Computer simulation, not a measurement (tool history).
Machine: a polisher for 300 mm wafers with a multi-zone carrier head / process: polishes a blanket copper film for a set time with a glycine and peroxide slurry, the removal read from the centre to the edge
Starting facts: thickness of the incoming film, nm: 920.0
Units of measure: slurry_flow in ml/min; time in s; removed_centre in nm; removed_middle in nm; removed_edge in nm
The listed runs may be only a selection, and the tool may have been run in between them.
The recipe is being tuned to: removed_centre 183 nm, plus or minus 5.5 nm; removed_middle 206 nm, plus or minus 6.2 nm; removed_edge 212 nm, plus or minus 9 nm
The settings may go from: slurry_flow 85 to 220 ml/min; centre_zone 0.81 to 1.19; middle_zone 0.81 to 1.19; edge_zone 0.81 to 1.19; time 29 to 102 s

run	hour	slurry_flow	centre_zone	middle_zone	edge_zone	time	removed_centre	removed_middle	removed_edge
1	0	140	1	1	1	65	244.48	241.46	246.22
2	4.2	135	0.98	0.99	0.99	65	238.82	236.89	237.33
3	9.6	135	0.93	0.99	0.99	65	229.43	238.26	232.34
4	11.2	135	0.93	1.07	0.99	65	225.87	246.37	242.38
5	15.7	135	1	1.07	0.99	65	242.63	251.5	237.82
6	24.3	135	1.07	1.07	0.99	65	259.16	251.4	234.7
7	32.6	95	0.97	0.97	0.93	59	189.64	194.23	194.74
8	38.8	95	0.96	0.98	0.94	59	186.52	193.03	199.25
9	43.2	95	0.95	0.99	0.95	59	186.55	193.59	198.2
10	47.9	100	0.86	1.03	1.05	62	180.51	216.2	218.97
11	52.5	100	0.86	1.02	1.05	62	178.74	211.86	223.73
12	54	100	0.86	1.02	1.04	62	176.54	213.8	218.12

Exercise: of the 5 proposed moves below, exactly one satisfies all targets within the stated allowed misses. Which move is it?
A	55.5	125	0.84	1.06	1.01	60	?	?	?
B	55.5	110	0.86	1.15	0.98	59	?	?	?
C	55.5	100	0.92	1.12	0.98	60	?	?	?
D	55.5	135	0.86	0.97	1.01	57	?	?	?
E	55.5	125	0.87	1.16	0.94	58	?	?	?

move	removed_centre	removed_middle	removed_edge
A	183.3	227.19	219.22
B	177.36	227.44	207.12
C	186.47	220.48	206.43
D	182.09	207.87	211.24
E	183.67	232.97	204.57
A: misses by more than the last run did
B: misses by more than the last run did
C: misses by more than the last run did
D: hits every target within its allowed miss
E: misses by more than the last run did
D meets every target.

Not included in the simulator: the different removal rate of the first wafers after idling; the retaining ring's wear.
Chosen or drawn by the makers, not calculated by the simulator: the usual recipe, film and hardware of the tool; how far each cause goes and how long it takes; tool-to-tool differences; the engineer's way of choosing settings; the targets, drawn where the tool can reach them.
